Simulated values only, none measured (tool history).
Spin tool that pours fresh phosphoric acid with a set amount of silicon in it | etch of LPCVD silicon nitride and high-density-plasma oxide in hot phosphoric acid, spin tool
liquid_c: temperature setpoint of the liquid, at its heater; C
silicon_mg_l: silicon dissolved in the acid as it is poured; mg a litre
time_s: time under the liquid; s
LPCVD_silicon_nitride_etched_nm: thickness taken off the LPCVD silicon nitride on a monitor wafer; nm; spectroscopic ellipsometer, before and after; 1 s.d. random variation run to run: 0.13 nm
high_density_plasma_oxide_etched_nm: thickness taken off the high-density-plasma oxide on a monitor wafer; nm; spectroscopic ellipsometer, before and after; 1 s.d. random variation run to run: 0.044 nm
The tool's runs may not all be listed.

run	hour	liquid_c	silicon_mg_l	time_s	LPCVD_silicon_nitride_etched_nm	high_density_plasma_oxide_etched_nm
1	0	162	8	180	19.005	0.81356
2	1.3	162.5	10	185	19.93	0.74765
3	3	162.5	10	140	14.965	0.62036
4	4.8	163	10.5	155	16.742	0.69864
5	5.8	164	10.5	155	17.718	0.71554
6	13.7	164	6.5	155	17.433	0.82664
7	14.9	164	6.5	155	17.581	0.82534
8	16.1	164.5	8	165	18.965	0.8867
9	18.3	164.5	8	165	19.055	0.86916
10	22.1	164.5	8	165	18.98	0.80774
11	28.4	165	8.5	170	19.845	0.84887
12	32.7	165.5	9	175	20.834	0.92277
13	40.1	165.5	10	180	21.456	0.96048
14	44.6	165.5	12	185	21.782	1.027
15	45.3	165	10	190	22.186	1.0406
16	52	165	12	195	22.805	0.92993
17	55.9	165	13	195	22.908	0.89162
18	64.4	165.5	13.5	195	23.163	0.933

Forecast run 19:
19	70.9	165.5	14.5	195	?	?

{"run 19": {"LPCVD_silicon_nitride_etched_nm": 22.973, "high_density_plasma_oxide_etched_nm": 0.88024}}
